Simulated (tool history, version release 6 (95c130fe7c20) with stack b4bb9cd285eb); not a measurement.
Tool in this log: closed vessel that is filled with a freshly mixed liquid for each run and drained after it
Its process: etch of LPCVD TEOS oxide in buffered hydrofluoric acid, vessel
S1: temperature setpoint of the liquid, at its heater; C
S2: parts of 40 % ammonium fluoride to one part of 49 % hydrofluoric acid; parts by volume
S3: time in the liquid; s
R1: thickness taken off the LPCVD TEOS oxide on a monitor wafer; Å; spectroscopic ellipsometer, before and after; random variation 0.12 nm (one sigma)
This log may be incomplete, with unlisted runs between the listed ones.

run 1 hour=0.0 | S1=24.0 S2=13.5 S3=30 | R1=371.38
run 2 hour=1.1 | S1=23.0 S2=14.0 S3=30 | R1=343.89
run 3 hour=5.7 | S1=22.0 S2=14.5 S3=30 | R1=314.32
run 4 hour=7.7 | S1=22.0 S2=16.5 S3=30 | R1=277.98
run 5 hour=15.4 | S1=22.0 S2=16.5 S3=30 | R1=276.59
run 6 hour=18.9 | S1=22.0 S2=18.5 S3=30 | R1=246.14
run 7 hour=21.6 | S1=21.5 S2=18.5 S3=30 | R1=241.82
run 8 hour=23.0 | S1=21.0 S2=18.5 S3=30 | R1=233.26
run 9 hour=29.2 | S1=20.5 S2=18.5 S3=30 | R1=228.80
run 10 hour=32.2 | S1=20.0 S2=18.5 S3=30 | R1=222.69
run 11 hour=34.4 | S1=19.5 S2=18.5 S3=30 | R1=216.23

Estimate the outcome of run 12 from the log above:
run 12 hour=35.5 | S1=19.5 S2=18.5 S3=30 | R1=?

R1: 215.01 Å

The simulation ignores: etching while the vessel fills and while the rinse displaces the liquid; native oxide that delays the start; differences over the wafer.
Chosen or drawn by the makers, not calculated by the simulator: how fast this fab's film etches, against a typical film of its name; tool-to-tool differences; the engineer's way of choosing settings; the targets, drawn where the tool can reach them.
